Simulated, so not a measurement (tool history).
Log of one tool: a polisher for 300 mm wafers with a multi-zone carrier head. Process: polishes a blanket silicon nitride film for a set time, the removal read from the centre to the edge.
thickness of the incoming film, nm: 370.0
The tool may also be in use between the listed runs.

| run | hour | flow of slurry (ml/min) | pressure of the head's centre zone | pressure of the head's middle zone | pressure of the head's edge zone | polishing time (s) | film removed at the wafer's centre (Å) | film removed at mid-radius (Å) | film removed at the wafer's edge (Å) |
|---|---|---|---|---|---|---|---|---|---|
| 1 | 0.0 | 295 | 1.00 | 1.00 | 1.00 | 51 | 1468.7 | 1465.9 | 1481.7 |
| 2 | 8.2 | 295 | 1.04 | 1.00 | 1.00 | 51 | 1568.2 | 1441.7 | 1464.7 |
| 3 | 11.1 | 295 | 1.04 | 1.00 | 0.94 | 51 | 1564.4 | 1446.3 | 1415.1 |
| 4 | 12.6 | 265 | 1.04 | 1.00 | 0.94 | 51 | 1582.8 | 1440.7 | 1414.9 |
| 5 | 20.6 | 265 | 1.03 | 0.98 | 0.94 | 49 | 1466.7 | 1341.3 | 1350.0 |
| 6 | 22.1 | 335 | 1.03 | 0.98 | 0.94 | 49 | 1494.9 | 1389.4 | 1383.7 |
| 7 | 24.6 | 330 | 1.02 | 0.96 | 0.93 | 48 | 1433.9 | 1355.1 | 1347.5 |
| 8 | 27.0 | 320 | 1.02 | 0.94 | 0.93 | 47 | 1420.3 | 1300.4 | 1320.3 |

The next listed run, before its measurement:
| 9 | 34.3 | 315 | 1.01 | 0.92 | 0.93 | 46 | ? | ? | ? |

Run 9 gave film removed at the wafer's centre (Å) 1338.3, film removed at mid-radius (Å) 1244.3, film removed at the wafer's edge (Å) 1277.3.
